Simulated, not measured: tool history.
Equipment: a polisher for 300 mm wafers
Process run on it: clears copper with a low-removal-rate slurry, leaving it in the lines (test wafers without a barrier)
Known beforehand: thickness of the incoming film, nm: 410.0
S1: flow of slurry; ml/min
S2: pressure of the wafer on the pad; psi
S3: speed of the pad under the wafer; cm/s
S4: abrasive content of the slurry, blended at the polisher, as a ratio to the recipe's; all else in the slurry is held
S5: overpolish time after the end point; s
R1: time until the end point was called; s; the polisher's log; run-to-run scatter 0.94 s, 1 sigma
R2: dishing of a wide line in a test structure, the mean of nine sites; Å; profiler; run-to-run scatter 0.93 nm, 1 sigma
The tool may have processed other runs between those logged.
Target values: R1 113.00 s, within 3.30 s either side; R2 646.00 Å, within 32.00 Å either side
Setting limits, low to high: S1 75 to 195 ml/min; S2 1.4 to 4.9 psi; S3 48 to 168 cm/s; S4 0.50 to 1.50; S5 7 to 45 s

run,hour,S1,S2,S3,S4,S5,R1,R2
1,0.0,125,3.1,108,1.00,23,117.47,458.72
2,4.3,125,3.5,108,1.00,23,103.38,519.51
3,11.9,125,3.5,108,1.10,23,101.91,508.05
4,18.5,100,3.5,108,1.10,23,107.83,502.60
5,26.7,75,3.5,108,1.10,23,119.31,458.07
6,32.5,75,3.5,108,1.00,23,120.84,446.10
7,34.8,75,3.5,108,1.00,23,120.89,451.16
8,39.0,80,3.5,108,1.00,24,117.57,469.82

Exercise: of the 5 proposed moves below, exactly one satisfies all targets within the stated allowed misses. Which move is it?
A,43.2,85,3.6,106,1.15,27,?,?
B,43.2,85,3.5,98,1.00,19,?,?
C,43.2,80,4.1,98,0.90,31,?,?
D,43.2,80,3.8,98,1.00,39,?,?
E,43.2,85,3.6,106,1.05,36,?,?

move,R1,R2
A,112.75,528.63
B,127.52,369.57
C,113.96,581.64
D,120.63,645.96
E,114.29,632.88
A: nearer than the last run, and not there yet
B: lands further from the targets than the last run did
C: nearer than the last run, and not there yet
D: meets the target for the result that was furthest off, but another lies outside its allowed miss
E: hits every target within its allowed miss
So the answer is move E, the one that meets all the targets.
